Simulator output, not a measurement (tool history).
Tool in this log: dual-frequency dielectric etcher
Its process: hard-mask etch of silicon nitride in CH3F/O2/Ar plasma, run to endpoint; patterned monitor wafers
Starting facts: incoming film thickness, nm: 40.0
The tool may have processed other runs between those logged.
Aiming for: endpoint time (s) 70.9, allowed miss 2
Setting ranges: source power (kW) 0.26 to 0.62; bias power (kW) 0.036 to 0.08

run  hour  source power (kW)  bias power (kW)  endpoint time (s)
  1     0               0.44            0.058             56.248
  2   8.4               0.38            0.053             60.939
  3  11.6               0.38            0.062             57.648
  4  17.8               0.38            0.069             55.896
  5  24.9               0.38            0.061             58.742
  6  33.9               0.44            0.061             56.076
  7  34.6               0.38            0.053             62.043
  8    42               0.35            0.051             63.594
  9  48.1               0.32            0.048             66.235
 10  56.2                0.3            0.046             67.942

5 next moves are on the table. One of them brings every result within its allowed miss. Which?
  A  64.3               0.32            0.049                  ?
  B  64.3               0.29            0.041                  ?
  C  64.3               0.31            0.049                  ?
  D  64.3               0.29            0.052                  ?
  E  64.3               0.35            0.046                  ?

move  endpoint time (s)
   A             65.741
   B             71.492
   C             66.322
   D             66.234
   E             65.407
A: its largest miss is bigger than the last run's
B: every result lands within tolerance
C: its largest miss is bigger than the last run's
D: its largest miss is bigger than the last run's
E: its largest miss is bigger than the last run's
The move that meets every target is B.

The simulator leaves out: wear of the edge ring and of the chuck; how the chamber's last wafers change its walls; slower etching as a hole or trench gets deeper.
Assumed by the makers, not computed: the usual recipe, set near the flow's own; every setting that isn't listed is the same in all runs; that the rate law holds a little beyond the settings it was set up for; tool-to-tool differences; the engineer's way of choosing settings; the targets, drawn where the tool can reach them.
